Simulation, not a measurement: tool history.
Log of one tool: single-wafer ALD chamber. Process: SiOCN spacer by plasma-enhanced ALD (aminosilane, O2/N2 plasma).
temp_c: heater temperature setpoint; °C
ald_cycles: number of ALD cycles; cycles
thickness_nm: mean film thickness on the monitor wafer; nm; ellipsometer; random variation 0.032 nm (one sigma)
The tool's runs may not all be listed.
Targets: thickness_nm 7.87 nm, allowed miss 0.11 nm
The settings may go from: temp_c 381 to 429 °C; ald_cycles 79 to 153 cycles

run	hour	temp_c	ald_cycles	thickness_nm
1	0	405	116	7.2298
2	7.6	400	116	7.3178
3	13.2	396	118	7.4372
4	21.1	396	127	7.9767
5	24.8	396	117	7.348
6	27.4	396	108	6.7774
7	35.3	396	114	7.1607
8	44.3	396	118	7.4654

5 next moves are on the table. One of them brings every result within its allowed miss. Which?
A	53.3	381	125	?
B	53.3	401	112	?
C	53.3	392	114	?
D	53.3	403	113	?
E	53.3	399	115	?

move	thickness_nm
A	7.8876
B	7.058
C	7.1935
D	7.0722
E	7.2566
A: meets every target
B: further off than the last run
C: further off than the last run
D: further off than the last run
E: further off than the last run
Move A is the one to make.

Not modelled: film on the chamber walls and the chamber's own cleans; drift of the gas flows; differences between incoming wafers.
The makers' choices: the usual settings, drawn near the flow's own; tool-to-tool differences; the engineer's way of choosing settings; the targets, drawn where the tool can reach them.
